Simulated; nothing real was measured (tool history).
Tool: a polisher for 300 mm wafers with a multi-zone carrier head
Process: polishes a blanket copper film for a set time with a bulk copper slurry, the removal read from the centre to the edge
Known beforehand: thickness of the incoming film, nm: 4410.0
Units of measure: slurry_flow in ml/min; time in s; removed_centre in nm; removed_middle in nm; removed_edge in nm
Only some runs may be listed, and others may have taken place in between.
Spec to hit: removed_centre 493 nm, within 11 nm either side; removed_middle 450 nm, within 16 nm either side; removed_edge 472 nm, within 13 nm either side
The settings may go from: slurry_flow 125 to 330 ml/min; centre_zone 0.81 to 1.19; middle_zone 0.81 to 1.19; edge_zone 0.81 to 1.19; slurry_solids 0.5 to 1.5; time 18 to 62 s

| run | hour | slurry_flow | centre_zone | middle_zone | edge_zone | slurry_solids | time | removed_centre | removed_middle | removed_edge |
|---|---|---|---|---|---|---|---|---|---|---|
| 1 | 0 | 210 | 1 | 1 | 1 | 1 | 40 | 350.87 | 346.03 | 332.44 |
| 2 | 6.9 | 215 | 1.01 | 1 | 1.03 | 1.1 | 41 | 374.95 | 362.11 | 353.96 |
| 3 | 11.8 | 215 | 1.01 | 1.07 | 1.03 | 1.1 | 41 | 374.28 | 375.82 | 353.12 |
| 4 | 18.2 | 215 | 1.01 | 1.13 | 1.03 | 1.1 | 41 | 372 | 385.04 | 347.39 |
| 5 | 23 | 215 | 1.01 | 1.13 | 1.03 | 1.1 | 48 | 438.83 | 457.36 | 414.04 |
| 6 | 28.5 | 215 | 1.01 | 1.13 | 1.1 | 1.1 | 48 | 441.76 | 457.02 | 428.15 |
| 7 | 31 | 215 | 1.01 | 1.13 | 1.1 | 1.1 | 48 | 434.67 | 445.61 | 425.37 |
| 8 | 38.9 | 230 | 1.02 | 1.12 | 1.12 | 1.1 | 48 | 445.63 | 456.2 | 434.26 |

Exactly one of the 4 candidate moves below puts every result within its allowed miss. Which one?
| A | 46.8 | 225 | 0.98 | 0.98 | 1.16 | 1.3 | 54 | ? | ? | ? |
| B | 46.8 | 165 | 1.17 | 1 | 1.16 | 0.95 | 55 | ? | ? | ? |
| C | 46.8 | 190 | 1.04 | 0.94 | 1.09 | 1 | 55 | ? | ? | ? |
| D | 46.8 | 125 | 1.14 | 0.89 | 1.19 | 1 | 58 | ? | ? | ? |

| move | removed_centre | removed_middle | removed_edge |
|---|---|---|---|
| A | 493.7 | 493.68 | 517.76 |
| B | 527.56 | 455.61 | 478.81 |
| C | 490.91 | 455.25 | 476.97 |
| D | 511.38 | 427.24 | 495.23 |
A: the worst result of the last run now meets its target, but another is out of spec
B: pushes the last run's worst result past its target
C: every result lands within tolerance
D: pushes the last run's worst result past its target
C is the move that brings every result within its allowed miss.

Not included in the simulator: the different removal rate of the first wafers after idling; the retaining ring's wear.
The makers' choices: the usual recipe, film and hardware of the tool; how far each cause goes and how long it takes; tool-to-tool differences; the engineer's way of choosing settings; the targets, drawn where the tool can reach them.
